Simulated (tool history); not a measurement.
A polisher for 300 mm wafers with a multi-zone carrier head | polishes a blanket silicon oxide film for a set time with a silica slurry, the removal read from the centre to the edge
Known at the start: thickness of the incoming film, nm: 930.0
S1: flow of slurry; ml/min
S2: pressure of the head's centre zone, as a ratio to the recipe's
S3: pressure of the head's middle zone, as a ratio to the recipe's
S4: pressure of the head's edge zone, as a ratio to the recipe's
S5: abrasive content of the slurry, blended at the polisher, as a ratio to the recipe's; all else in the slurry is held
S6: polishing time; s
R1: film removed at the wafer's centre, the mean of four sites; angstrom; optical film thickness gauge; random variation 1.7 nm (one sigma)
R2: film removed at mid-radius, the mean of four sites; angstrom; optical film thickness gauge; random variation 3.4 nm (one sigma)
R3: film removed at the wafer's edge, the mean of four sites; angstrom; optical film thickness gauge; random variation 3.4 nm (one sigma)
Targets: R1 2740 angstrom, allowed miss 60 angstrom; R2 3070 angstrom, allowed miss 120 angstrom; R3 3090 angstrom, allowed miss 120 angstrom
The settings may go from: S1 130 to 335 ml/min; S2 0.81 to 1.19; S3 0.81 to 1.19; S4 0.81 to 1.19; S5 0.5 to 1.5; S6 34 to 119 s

| run | day | S1 | S2 | S3 | S4 | S5 | S6 | R1 | R2 | R3 |
|---|---|---|---|---|---|---|---|---|---|---|
| 1 | 0 | 215 | 1 | 1 | 1 | 1 | 76 | 3000 | 3065.2 | 2916.3 |
| 2 | 0.042 | 205 | 0.99 | 1 | 1.02 | 1 | 76 | 2933.7 | 3099.5 | 2921.1 |
| 3 | 0.233 | 205 | 0.99 | 1 | 0.99 | 1 | 76 | 2954.5 | 3045.2 | 2895.8 |
| 4 | 0.483 | 195 | 0.98 | 0.99 | 1.01 | 1 | 76 | 2906.6 | 3006.7 | 2915.8 |
| 5 | 0.721 | 195 | 0.98 | 0.99 | 1.01 | 1 | 67 | 2566.8 | 2697 | 2561.5 |
| 6 | 1.079 | 205 | 0.97 | 0.99 | 1.04 | 1.05 | 67 | 2627.8 | 2753.3 | 2731 |
| 7 | 1.396 | 215 | 0.97 | 1 | 1.06 | 1.05 | 67 | 2631.8 | 2789.6 | 2671.9 |
| 8 | 1.612 | 210 | 0.96 | 1 | 1.07 | 1.1 | 67 | 2663.2 | 2841.4 | 2731.5 |
| 9 | 1.925 | 210 | 0.95 | 1 | 1.08 | 1.15 | 67 | 2681 | 2924.8 | 2852.8 |
| 10 | 2.125 | 210 | 0.95 | 1 | 1.09 | 1.15 | 67 | 2657.6 | 2854.8 | 2846.3 |
| 11 | 2.379 | 210 | 0.95 | 1 | 1.1 | 1.15 | 67 | 2688 | 2907.2 | 2853.1 |
| 12 | 2.412 | 210 | 0.94 | 1 | 1.11 | 1.15 | 67 | 2661.4 | 2894.6 | 2935.2 |
| 13 | 2.717 | 215 | 0.94 | 1.01 | 1.12 | 1.15 | 67 | 2682.9 | 2943.8 | 2871.3 |

5 next moves are on the table. One of them brings every result within its allowed miss. Which?
| A | 3.021 | 140 | 0.9 | 1.04 | 1.12 | 1.2 | 75 | ? | ? | ? |
| B | 3.021 | 255 | 1.04 | 1.01 | 1.08 | 0.95 | 65 | ? | ? | ? |
| C | 3.021 | 185 | 0.95 | 1 | 1.15 | 1.1 | 69 | ? | ? | ? |
| D | 3.021 | 180 | 0.84 | 1.05 | 1.07 | 1.2 | 78 | ? | ? | ? |
| E | 3.021 | 245 | 0.92 | 1 | 1.15 | 1.35 | 65 | ? | ? | ? |

| move | R1 | R2 | R3 |
|---|---|---|---|
| A | 2635.6 | 3141.7 | 3085.7 |
| B | 2670.2 | 2680.3 | 2564.6 |
| C | 2630.6 | 2878.9 | 2896.3 |
| D | 2726.5 | 3470.4 | 3259.4 |
| E | 2735.8 | 3072.7 | 3058 |
A: brings the result that was furthest off to its target, and leaves another outside
B: further off than the last run
C: as far off as the last run
D: takes the result that was furthest off past its target
E: meets every target
Answer: E
